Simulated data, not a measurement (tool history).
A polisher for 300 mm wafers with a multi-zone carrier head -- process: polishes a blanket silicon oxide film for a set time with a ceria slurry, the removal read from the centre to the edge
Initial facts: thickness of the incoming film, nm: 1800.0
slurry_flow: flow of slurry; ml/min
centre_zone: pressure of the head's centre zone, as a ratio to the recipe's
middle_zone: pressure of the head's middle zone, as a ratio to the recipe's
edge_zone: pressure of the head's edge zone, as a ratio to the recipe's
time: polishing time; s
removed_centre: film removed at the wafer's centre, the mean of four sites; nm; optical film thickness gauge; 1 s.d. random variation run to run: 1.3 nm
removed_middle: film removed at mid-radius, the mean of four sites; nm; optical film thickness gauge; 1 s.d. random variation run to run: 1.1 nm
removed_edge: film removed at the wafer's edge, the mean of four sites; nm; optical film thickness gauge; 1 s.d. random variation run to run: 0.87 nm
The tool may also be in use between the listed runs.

Run 1, hour 0.0: slurry_flow 310 ml/min, centre_zone 1.00, middle_zone 1.00, edge_zone 1.00, time 44 s. Result: removed_centre 180.300 nm, removed_middle 182.160 nm, removed_edge 178.210 nm.
Run 2, hour 7.9: slurry_flow 370 ml/min, centre_zone 1.00, middle_zone 1.00, edge_zone 1.00, time 44 s. Result: removed_centre 184.750 nm, removed_middle 182.470 nm, removed_edge 176.520 nm.
Run 3, hour 16.7: slurry_flow 365 ml/min, centre_zone 0.98, middle_zone 0.98, edge_zone 0.98, time 39 s. Result: removed_centre 156.570 nm, removed_middle 156.580 nm, removed_edge 156.960 nm.
Run 4, hour 23.6: slurry_flow 365 ml/min, centre_zone 0.97, middle_zone 0.98, edge_zone 0.96, time 35 s. Result: removed_centre 142.430 nm, removed_middle 141.710 nm, removed_edge 140.810 nm.
Run 5, hour 32.3: slurry_flow 320 ml/min, centre_zone 0.97, middle_zone 0.98, edge_zone 0.96, time 35 s. Result: removed_centre 141.190 nm, removed_middle 138.710 nm, removed_edge 136.340 nm.
Run 6, hour 37.5: slurry_flow 315 ml/min, centre_zone 0.94, middle_zone 0.97, edge_zone 0.94, time 33 s. Result: removed_centre 133.020 nm, removed_middle 131.530 nm, removed_edge 129.260 nm.

Run 7, settings as shown, results not yet in. Your forecast:
Run 7, hour 40.4: slurry_flow 290 ml/min, centre_zone 0.84, middle_zone 0.94, edge_zone 0.92, time 21 s. Result: removed_centre ?, removed_middle ?, removed_edge ?.

{"run 7": {"removed_centre": 75.434, "removed_middle": 82.887, "removed_edge": 81.487}}
